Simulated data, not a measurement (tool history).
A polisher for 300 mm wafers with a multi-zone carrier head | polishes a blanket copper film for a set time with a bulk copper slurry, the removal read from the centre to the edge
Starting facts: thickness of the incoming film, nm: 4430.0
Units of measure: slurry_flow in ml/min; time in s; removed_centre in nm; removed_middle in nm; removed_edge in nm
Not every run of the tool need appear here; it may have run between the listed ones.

run 1 hour=0.0 | slurry_flow=245 centre_zone=1.00 middle_zone=1.00 edge_zone=1.00 slurry_solids=1.00 time=77 | removed_centre=1107.6 removed_middle=1095.4 removed_edge=1107.3
run 2 hour=6.5 | slurry_flow=245 centre_zone=1.00 middle_zone=1.00 edge_zone=0.95 slurry_solids=1.00 time=77 | removed_centre=1105.2 removed_middle=1101.3 removed_edge=1098.2
run 3 hour=8.2 | slurry_flow=245 centre_zone=0.97 middle_zone=1.00 edge_zone=0.95 slurry_solids=1.00 time=77 | removed_centre=1046.9 removed_middle=1072.5 removed_edge=1107.2
run 4 hour=11.2 | slurry_flow=245 centre_zone=0.97 middle_zone=0.96 edge_zone=0.95 slurry_solids=1.00 time=77 | removed_centre=1047.8 removed_middle=1026.0 removed_edge=1074.4
run 5 hour=17.3 | slurry_flow=245 centre_zone=0.96 middle_zone=0.98 edge_zone=0.97 slurry_solids=1.10 time=79 | removed_centre=1115.1 removed_middle=1107.2 removed_edge=1141.3
run 6 hour=20.7 | slurry_flow=245 centre_zone=1.04 middle_zone=0.98 edge_zone=0.97 slurry_solids=1.10 time=79 | removed_centre=1200.6 removed_middle=1095.1 removed_edge=1158.9
run 7 hour=21.4 | slurry_flow=245 centre_zone=1.04 middle_zone=0.98 edge_zone=0.97 slurry_solids=1.10 time=79 | removed_centre=1194.9 removed_middle=1122.9 removed_edge=1157.7
run 8 hour=25.0 | slurry_flow=250 centre_zone=0.94 middle_zone=1.08 edge_zone=1.07 slurry_solids=1.35 time=89 | removed_centre=1254.7 removed_middle=1424.9 removed_edge=1414.8
run 9 hour=26.4 | slurry_flow=250 centre_zone=0.94 middle_zone=1.09 edge_zone=1.08 slurry_solids=1.40 time=89 | removed_centre=1288.0 removed_middle=1417.8 removed_edge=1440.6
run 10 hour=31.3 | slurry_flow=250 centre_zone=0.94 middle_zone=1.10 edge_zone=1.09 slurry_solids=1.40 time=89 | removed_centre=1260.8 removed_middle=1464.8 removed_edge=1427.0

Estimate the outcome of run 11 from the log above:
run 11 hour=39.1 | slurry_flow=250 centre_zone=0.94 middle_zone=1.10 edge_zone=1.10 slurry_solids=1.40 time=89 | removed_centre=? removed_middle=? removed_edge=?

For run 11 the tool returned removed_centre 1282.2 nm, removed_middle 1476.6 nm, removed_edge 1433.8 nm.
